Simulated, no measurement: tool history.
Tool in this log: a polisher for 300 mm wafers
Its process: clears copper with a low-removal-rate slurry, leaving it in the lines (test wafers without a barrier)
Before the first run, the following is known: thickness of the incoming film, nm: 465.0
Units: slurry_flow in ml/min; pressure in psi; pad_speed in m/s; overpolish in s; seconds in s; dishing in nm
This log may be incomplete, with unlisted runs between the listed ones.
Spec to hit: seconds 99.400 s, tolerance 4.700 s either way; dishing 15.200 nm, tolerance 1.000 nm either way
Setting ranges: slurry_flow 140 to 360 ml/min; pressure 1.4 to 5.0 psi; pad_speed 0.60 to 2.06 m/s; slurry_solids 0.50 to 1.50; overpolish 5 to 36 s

{"run": 1, "day": 0.0, "slurry_flow": 230, "pressure": 3.2, "pad_speed": 1.32, "slurry_solids": 1.0, "overpolish": 18, "seconds": 95.569, "dishing": 40.291}
{"run": 2, "day": 0.033, "slurry_flow": 230, "pressure": 3.2, "pad_speed": 1.44, "slurry_solids": 1.0, "overpolish": 18, "seconds": 86.949, "dishing": 43.383}
{"run": 3, "day": 0.221, "slurry_flow": 230, "pressure": 3.8, "pad_speed": 1.44, "slurry_solids": 1.0, "overpolish": 18, "seconds": 74.616, "dishing": 45.916}
{"run": 4, "day": 0.562, "slurry_flow": 220, "pressure": 4.1, "pad_speed": 1.24, "slurry_solids": 0.95, "overpolish": 15, "seconds": 81.811, "dishing": 40.631}
{"run": 5, "day": 0.925, "slurry_flow": 220, "pressure": 3.4, "pad_speed": 1.24, "slurry_solids": 0.95, "overpolish": 15, "seconds": 95.669, "dishing": 35.382}
{"run": 6, "day": 1.212, "slurry_flow": 220, "pressure": 3.4, "pad_speed": 1.46, "slurry_solids": 0.95, "overpolish": 15, "seconds": 83.104, "dishing": 39.503}
{"run": 7, "day": 1.462, "slurry_flow": 200, "pressure": 3.4, "pad_speed": 1.4, "slurry_solids": 0.85, "overpolish": 13, "seconds": 88.771, "dishing": 33.658}
{"run": 8, "day": 1.533, "slurry_flow": 185, "pressure": 3.0, "pad_speed": 1.5, "slurry_solids": 0.75, "overpolish": 11, "seconds": 98.543, "dishing": 29.671}

Next run, 4 choices. One meets every target within its allowed miss, the rest don't. Which?
{"run": "A", "day": 1.604, "slurry_flow": 190, "pressure": 2.6, "pad_speed": 1.94, "slurry_solids": 0.8, "overpolish": 5, "seconds": "?", "dishing": "?"}
{"run": "B", "day": 1.604, "slurry_flow": 170, "pressure": 2.8, "pad_speed": 1.64, "slurry_solids": 0.8, "overpolish": 16, "seconds": "?", "dishing": "?"}
{"run": "C", "day": 1.604, "slurry_flow": 185, "pressure": 3.2, "pad_speed": 1.38, "slurry_solids": 0.75, "overpolish": 6, "seconds": "?", "dishing": "?"}
{"run": "D", "day": 1.604, "slurry_flow": 150, "pressure": 2.9, "pad_speed": 1.58, "slurry_solids": 0.65, "overpolish": 5, "seconds": "?", "dishing": "?"}

move=A seconds=87.499 dishing=17.561
move=B seconds=96.983 dishing=37.808
move=C seconds=101.450 dishing=18.170
move=D seconds=102.890 dishing=15.356
A: nearer than the last run, and not there yet
B: moves away from the targets compared with the last run
C: nearer than the last run, and not there yet
D: in spec on every target
Answer: D
